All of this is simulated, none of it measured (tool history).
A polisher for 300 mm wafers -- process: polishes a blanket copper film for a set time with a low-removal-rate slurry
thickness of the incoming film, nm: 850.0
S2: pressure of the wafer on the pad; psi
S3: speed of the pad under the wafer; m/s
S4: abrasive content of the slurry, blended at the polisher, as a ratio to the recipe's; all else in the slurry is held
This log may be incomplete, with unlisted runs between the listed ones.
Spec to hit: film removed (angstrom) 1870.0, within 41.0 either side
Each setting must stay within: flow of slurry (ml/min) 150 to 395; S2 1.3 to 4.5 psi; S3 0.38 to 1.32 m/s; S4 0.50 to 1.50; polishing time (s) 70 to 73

Run 1, day 0.000: flow of slurry (ml/min) 250, S2 2.9 psi, S3 0.84 m/s, S4 1.00, polishing time (s) 70. Result: film removed (angstrom) 1426.8.
Run 2, day 0.196: flow of slurry (ml/min) 250, S2 2.9 psi, S3 0.84 m/s, S4 1.20, polishing time (s) 70. Result: film removed (angstrom) 1468.9.
Run 3, day 0.346: flow of slurry (ml/min) 250, S2 2.9 psi, S3 0.96 m/s, S4 1.20, polishing time (s) 70. Result: film removed (angstrom) 1690.4.
Run 4, day 0.675: flow of slurry (ml/min) 195, S2 2.9 psi, S3 0.96 m/s, S4 1.20, polishing time (s) 70. Result: film removed (angstrom) 1641.7.
Run 5, day 0.783: flow of slurry (ml/min) 195, S2 2.9 psi, S3 1.16 m/s, S4 1.20, polishing time (s) 70. Result: film removed (angstrom) 1978.0.
Run 6, day 0.988: flow of slurry (ml/min) 195, S2 2.9 psi, S3 1.04 m/s, S4 1.20, polishing time (s) 70. Result: film removed (angstrom) 1785.9.
Run 7, day 1.208: flow of slurry (ml/min) 200, S2 2.9 psi, S3 1.04 m/s, S4 1.20, polishing time (s) 70. Result: film removed (angstrom) 1790.9.
Run 8, day 1.442: flow of slurry (ml/min) 205, S2 2.9 psi, S3 1.04 m/s, S4 1.20, polishing time (s) 70. Result: film removed (angstrom) 1785.6.
Run 9, day 1.783: flow of slurry (ml/min) 210, S2 2.9 psi, S3 1.04 m/s, S4 1.20, polishing time (s) 70. Result: film removed (angstrom) 1812.9.
Run 10, day 2.000: flow of slurry (ml/min) 215, S2 2.9 psi, S3 1.04 m/s, S4 1.20, polishing time (s) 70. Result: film removed (angstrom) 1794.5.
Run 11, day 2.067: flow of slurry (ml/min) 220, S2 2.9 psi, S3 1.04 m/s, S4 1.20, polishing time (s) 70. Result: film removed (angstrom) 1791.2.
Run 12, day 2.238: flow of slurry (ml/min) 225, S2 2.9 psi, S3 1.04 m/s, S4 1.20, polishing time (s) 70. Result: film removed (angstrom) 1796.4.
Run 13, day 2.592: flow of slurry (ml/min) 230, S2 2.9 psi, S3 1.04 m/s, S4 1.20, polishing time (s) 70. Result: film removed (angstrom) 1808.0.
Run 14, day 2.775: flow of slurry (ml/min) 235, S2 2.9 psi, S3 1.04 m/s, S4 1.20, polishing time (s) 70. Result: film removed (angstrom) 1808.8.

Which one of the following 4 next-run settings gets every result inside its allowed miss? There is exactly one.
Run A, day 2.958: flow of slurry (ml/min) 225, S2 2.9 psi, S3 1.08 m/s, S4 1.25, polishing time (s) 70. Result: film removed (angstrom) ?.
Run B, day 2.958: flow of slurry (ml/min) 255, S2 3.3 psi, S3 0.96 m/s, S4 1.20, polishing time (s) 72. Result: film removed (angstrom) ?.
Run C, day 2.958: flow of slurry (ml/min) 210, S2 2.9 psi, S3 1.00 m/s, S4 1.30, polishing time (s) 70. Result: film removed (angstrom) ?.
Run D, day 2.958: flow of slurry (ml/min) 190, S2 3.1 psi, S3 0.96 m/s, S4 1.20, polishing time (s) 70. Result: film removed (angstrom) ?.

move  film removed (angstrom)
   A                   1863.0
   B                   1940.4
   C                   1731.4
   D                   1737.2
A: meets every target
B: the result that was furthest off in the last run now lies on the other side of its target
C: lands further from the targets than the last run did
D: lands further from the targets than the last run did
The move that meets every target is A.
